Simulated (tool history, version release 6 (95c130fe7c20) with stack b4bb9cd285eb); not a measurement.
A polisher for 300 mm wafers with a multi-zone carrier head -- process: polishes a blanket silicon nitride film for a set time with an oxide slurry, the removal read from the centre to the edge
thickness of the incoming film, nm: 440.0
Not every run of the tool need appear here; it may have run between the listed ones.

| run | hour | flow of slurry (ml/min) | pressure of the head's centre zone | pressure of the head's middle zone | pressure of the head's edge zone | abrasive content of the slurry | polishing time (s) | film removed at the wafer's centre (Å) | film removed at mid-radius (Å) | film removed at the wafer's edge (Å) |
|---|---|---|---|---|---|---|---|---|---|---|
| 1 | 0.0 | 155 | 1.00 | 1.00 | 1.00 | 1.00 | 58 | 627.45 | 608.34 | 607.73 |
| 2 | 1.4 | 150 | 1.01 | 0.96 | 0.99 | 0.90 | 58 | 607.20 | 565.55 | 604.00 |
| 3 | 3.0 | 170 | 1.01 | 0.96 | 0.99 | 0.90 | 58 | 618.27 | 581.37 | 615.12 |
| 4 | 9.7 | 160 | 1.03 | 0.94 | 0.97 | 0.80 | 57 | 582.86 | 536.38 | 553.75 |
| 5 | 15.9 | 150 | 1.04 | 0.91 | 0.97 | 0.75 | 57 | 575.10 | 504.19 | 542.29 |
| 6 | 18.0 | 150 | 1.04 | 0.91 | 0.91 | 0.75 | 57 | 573.95 | 507.79 | 520.83 |
| 7 | 25.0 | 140 | 1.04 | 0.89 | 0.92 | 0.70 | 57 | 528.32 | 478.44 | 517.44 |
| 8 | 26.3 | 135 | 1.06 | 0.87 | 0.92 | 0.70 | 57 | 533.47 | 465.17 | 504.42 |
| 9 | 34.9 | 130 | 1.07 | 0.86 | 0.93 | 0.70 | 57 | 548.59 | 461.43 | 508.35 |
| 10 | 38.5 | 125 | 1.07 | 0.85 | 0.93 | 0.70 | 57 | 550.78 | 448.24 | 499.80 |
| 11 | 46.3 | 120 | 1.06 | 0.84 | 0.93 | 0.70 | 57 | 539.19 | 449.50 | 495.97 |
| 12 | 49.4 | 110 | 1.08 | 0.81 | 1.02 | 0.55 | 57 | 486.26 | 390.02 | 490.04 |

For run 13, what comes out?
| 13 | 50.0 | 115 | 1.08 | 0.82 | 1.01 | 0.55 | 57 | ? | ? | ? |

Run 13 yielded film removed at the wafer's centre (Å) 488.24, film removed at mid-radius (Å) 396.59, film removed at the wafer's edge (Å) 480.70.
